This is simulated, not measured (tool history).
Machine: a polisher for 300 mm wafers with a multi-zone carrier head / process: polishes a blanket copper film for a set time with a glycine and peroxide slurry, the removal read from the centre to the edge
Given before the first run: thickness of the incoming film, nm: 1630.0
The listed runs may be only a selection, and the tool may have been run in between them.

| run | hour | flow of slurry (ml/min) | pressure of the head's centre zone | pressure of the head's middle zone | pressure of the head's edge zone | polishing time (s) | film removed at the wafer's centre (Å) | film removed at mid-radius (Å) | film removed at the wafer's edge (Å) |
|---|---|---|---|---|---|---|---|---|---|
| 1 | 0 | 135 | 1 | 1 | 1 | 66 | 2812.6 | 2766.4 | 2800.1 |
| 2 | 7.7 | 130 | 1.01 | 0.96 | 0.99 | 59 | 2581.5 | 2421 | 2441.1 |
| 3 | 11.5 | 155 | 1.01 | 0.96 | 0.99 | 59 | 2685.7 | 2509.3 | 2519.5 |
| 4 | 12.3 | 155 | 1.01 | 0.91 | 0.99 | 59 | 2676.4 | 2410.3 | 2524.4 |
| 5 | 18.8 | 155 | 1.01 | 0.91 | 0.99 | 72 | 3196.5 | 2897.8 | 3121.1 |
| 6 | 26.8 | 145 | 1.02 | 0.89 | 1.01 | 63 | 2852.1 | 2550.6 | 2729.8 |

Forecast run 7:
| 7 | 33.4 | 145 | 1.02 | 0.89 | 1.01 | 63 | ? | ? | ? |

Logged for run 7: film removed at the wafer's centre (Å) 2856.5, film removed at mid-radius (Å) 2521.9, film removed at the wafer's edge (Å) 2762.7.
